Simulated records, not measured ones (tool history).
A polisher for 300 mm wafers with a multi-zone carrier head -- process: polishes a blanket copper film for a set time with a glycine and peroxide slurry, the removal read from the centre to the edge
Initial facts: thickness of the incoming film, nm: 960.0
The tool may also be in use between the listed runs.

run	hour	flow of slurry (ml/min)	pressure of the head's centre zone	pressure of the head's middle zone	pressure of the head's edge zone	polishing time (s)	film removed at the wafer's centre (Å)	film removed at mid-radius (Å)	film removed at the wafer's edge (Å)
1	0	300	1	1	1	34	1160.3	1172.8	1207.6
2	6.9	330	1	1	1	34	1177.3	1175.1	1220.5
3	10.7	330	1	1	1	29	1028.2	971.8	1025.6
4	14	330	1	1	0.94	29	1005.6	992.45	999.44
5	21.8	340	1.03	0.99	0.98	32	1114.5	1080.7	1133.1
6	28.2	340	1.03	0.99	0.92	32	1168.8	1102.5	1096
7	33.7	350	1.06	0.98	0.96	35	1297.3	1181.2	1227

Run 8 comes next. What will it give?
8	36.8	375	1.16	0.98	1.06	45	?	?	?

{"run 8": {"film removed at the wafer's centre (Å)": 1855.9, "film removed at mid-radius (Å)": 1507.8, "film removed at the wafer's edge (Å)": 1650.3}}
